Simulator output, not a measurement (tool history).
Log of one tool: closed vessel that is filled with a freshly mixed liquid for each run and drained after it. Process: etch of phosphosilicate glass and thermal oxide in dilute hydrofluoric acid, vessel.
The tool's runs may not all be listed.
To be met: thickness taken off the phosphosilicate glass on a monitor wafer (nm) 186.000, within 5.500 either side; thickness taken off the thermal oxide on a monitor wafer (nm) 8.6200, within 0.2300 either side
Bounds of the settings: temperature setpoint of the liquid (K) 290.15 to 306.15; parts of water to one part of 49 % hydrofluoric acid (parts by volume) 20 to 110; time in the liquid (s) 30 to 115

run	day	temperature setpoint of the liquid (K)	parts of water to one part of 49 % hydrofluoric acid (parts by volume)	time in the liquid (s)	thickness taken off the phosphosilicate glass on a monitor wafer (nm)	thickness taken off the thermal oxide on a monitor wafer (nm)
1	0.000	298.15	60	60	118.860	5.6099
2	0.354	300.15	60	60	127.260	5.9874
3	0.446	300.15	45	60	177.500	8.1729
4	0.700	300.15	65	60	118.190	5.4729
5	0.962	300.15	65	40	77.672	3.6546
6	1.125	300.15	55	40	95.330	4.4238
7	1.300	301.15	50	40	109.690	5.0381
8	1.658	301.65	45	40	123.890	5.7422
9	1.929	302.65	40	40	145.780	6.7789
10	2.254	306.15	35	40	195.960	8.9777

Below are 4 possible settings for the next run. Only one of them brings all results inside the allowed miss of their targets. Which is it?
A	2.579	303.65	35	45	?	?
B	2.579	305.15	35	40	?	?
C	2.579	290.15	50	115	?	?
D	2.579	306.15	30	35	?	?

move	thickness taken off the phosphosilicate glass on a monitor wafer (nm)	thickness taken off the thermal oxide on a monitor wafer (nm)
A	197.810	9.2018
B	186.370	8.6699
C	199.610	9.2855
D	199.500	9.2806
A: misses by more than the last run did
B: every result lands within tolerance
C: misses by more than the last run did
D: misses by more than the last run did
B is the move that brings every result within its allowed miss.

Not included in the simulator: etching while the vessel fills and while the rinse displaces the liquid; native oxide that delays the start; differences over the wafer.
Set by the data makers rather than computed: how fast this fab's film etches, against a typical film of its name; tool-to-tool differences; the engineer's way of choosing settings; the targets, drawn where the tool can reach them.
